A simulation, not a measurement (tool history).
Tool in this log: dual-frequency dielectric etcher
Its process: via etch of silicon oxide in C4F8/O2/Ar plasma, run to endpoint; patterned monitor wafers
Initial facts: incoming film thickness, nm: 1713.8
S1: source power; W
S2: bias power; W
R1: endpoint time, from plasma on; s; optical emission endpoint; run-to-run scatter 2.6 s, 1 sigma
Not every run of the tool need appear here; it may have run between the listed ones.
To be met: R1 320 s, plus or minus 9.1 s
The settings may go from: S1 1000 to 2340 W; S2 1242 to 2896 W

run,day,S1,S2,R1
1,0,1670,2069,359.46
2,0.175,1760,2115,347.53
3,0.483,1760,1802,363.07
4,0.521,1860,1846,357.79
5,0.821,1950,1930,344.33
6,0.892,1950,2190,333.56
7,1.058,1990,2213,332.12
8,1.246,2020,2237,334.07
9,1.483,2070,2278,333.62

Which one of the following 4 next-run settings gets every result inside its allowed miss? There is exactly one.
A,1.721,1910,2201,?
B,1.721,1620,2033,?
C,1.721,2120,2582,?
D,1.721,2020,1879,?

move,R1
A,339.7
B,361.93
C,318.54
D,344.39
A: the biggest miss grows against the last run
B: the biggest miss grows against the last run
C: in spec on every target
D: the biggest miss grows against the last run
Go with C: it meets all targets.

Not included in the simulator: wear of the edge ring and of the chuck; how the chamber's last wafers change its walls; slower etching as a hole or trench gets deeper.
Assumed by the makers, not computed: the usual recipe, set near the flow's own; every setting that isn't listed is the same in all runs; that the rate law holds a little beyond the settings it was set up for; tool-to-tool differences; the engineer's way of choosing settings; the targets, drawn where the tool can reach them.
